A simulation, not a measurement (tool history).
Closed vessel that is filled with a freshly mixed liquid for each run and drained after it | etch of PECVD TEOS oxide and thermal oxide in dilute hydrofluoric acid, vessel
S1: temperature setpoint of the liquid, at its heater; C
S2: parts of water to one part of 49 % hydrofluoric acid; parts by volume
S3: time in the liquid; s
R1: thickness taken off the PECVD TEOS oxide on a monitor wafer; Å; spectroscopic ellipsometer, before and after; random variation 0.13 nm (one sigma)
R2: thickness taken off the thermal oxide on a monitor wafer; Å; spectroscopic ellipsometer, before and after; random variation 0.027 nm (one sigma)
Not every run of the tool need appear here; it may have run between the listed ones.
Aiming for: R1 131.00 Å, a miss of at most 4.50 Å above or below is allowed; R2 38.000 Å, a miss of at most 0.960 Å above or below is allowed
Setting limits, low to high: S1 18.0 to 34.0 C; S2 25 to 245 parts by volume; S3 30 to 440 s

| run | hour | S1 | S2 | S3 | R1 | R2 |
|---|---|---|---|---|---|---|
| 1 | 0.0 | 26.0 | 135 | 225 | 293.09 | 85.054 |
| 2 | 5.2 | 23.5 | 155 | 225 | 229.33 | 65.889 |
| 3 | 8.4 | 20.5 | 155 | 225 | 202.78 | 58.073 |
| 4 | 9.0 | 20.5 | 190 | 225 | 158.99 | 46.183 |
| 5 | 11.6 | 20.0 | 195 | 225 | 151.71 | 43.751 |
| 6 | 15.4 | 19.5 | 200 | 225 | 141.96 | 42.182 |
| 7 | 18.7 | 19.0 | 200 | 225 | 141.58 | 41.089 |
| 8 | 20.0 | 18.5 | 200 | 225 | 138.64 | 40.319 |

Which of these 4 next moves meets every target?
| A | 21.3 | 18.0 | 170 | 205 | ? | ? |
| B | 21.3 | 18.0 | 135 | 155 | ? | ? |
| C | 21.3 | 19.5 | 245 | 260 | ? | ? |
| D | 21.3 | 20.0 | 170 | 190 | ? | ? |

| move | R1 | R2 |
|---|---|---|
| A | 152.17 | 43.442 |
| B | 150.00 | 42.821 |
| C | 132.25 | 37.754 |
| D | 152.70 | 43.592 |
A: misses by more than the last run did
B: misses by more than the last run did
C: every result within its allowed miss
D: misses by more than the last run did
The right move is C.
